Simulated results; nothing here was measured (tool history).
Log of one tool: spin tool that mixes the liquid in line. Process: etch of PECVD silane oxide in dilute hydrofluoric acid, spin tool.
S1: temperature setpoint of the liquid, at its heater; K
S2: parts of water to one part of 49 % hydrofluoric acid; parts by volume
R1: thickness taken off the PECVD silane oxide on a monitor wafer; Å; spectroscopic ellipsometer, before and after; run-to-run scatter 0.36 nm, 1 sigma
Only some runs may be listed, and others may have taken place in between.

Run 1, hour 0: S1 294.15 K, S2 50 parts by volume, time under the liquid (s) 55. Result: R1 280.65 Å.
Run 2, hour 2.5: S1 295.15 K, S2 50 parts by volume, time under the liquid (s) 55. Result: R1 296.9 Å.
Run 3, hour 4.6: S1 294.15 K, S2 50 parts by volume, time under the liquid (s) 55. Result: R1 283.32 Å.
Run 4, hour 6.5: S1 296.15 K, S2 50 parts by volume, time under the liquid (s) 55. Result: R1 307.4 Å.
Run 5, hour 15.4: S1 296.15 K, S2 35 parts by volume, time under the liquid (s) 55. Result: R1 452.46 Å.
Run 6, hour 20.1: S1 296.15 K, S2 35 parts by volume, time under the liquid (s) 60. Result: R1 483.3 Å.
Run 7, hour 23.5: S1 296.65 K, S2 35 parts by volume, time under the liquid (s) 60. Result: R1 490.31 Å.

What will run 8 give?
Run 8, hour 24.3: S1 297.15 K, S2 35 parts by volume, time under the liquid (s) 60. Result: R1 ?.

R1: 509.85 Å
